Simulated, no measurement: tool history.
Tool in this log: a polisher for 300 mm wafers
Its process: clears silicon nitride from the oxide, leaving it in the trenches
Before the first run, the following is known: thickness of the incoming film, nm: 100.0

run,hour,flow of slurry (ml/min),pressure of the wafer on the pad (psi),speed of the pad under the wafer (m/s),overpolish time after the end point (s),time until the end point was called (s)
1,0.0,300,2.4,1.18,6,152.80
2,9.0,300,2.3,1.18,6,155.25
3,12.8,300,2.1,1.18,6,170.10
4,17.4,300,2.1,1.18,6,168.48
5,19.4,300,2.0,1.18,6,175.92
6,24.4,365,2.0,1.18,6,174.27
7,26.6,365,1.9,1.18,6,180.33
8,27.6,365,1.8,1.18,6,191.91
9,33.7,365,1.7,1.18,6,202.90

Run 10 has not been measured yet. What should we expect?
10,35.8,365,1.6,1.18,6,?

time until the end point was called (s): 208.40
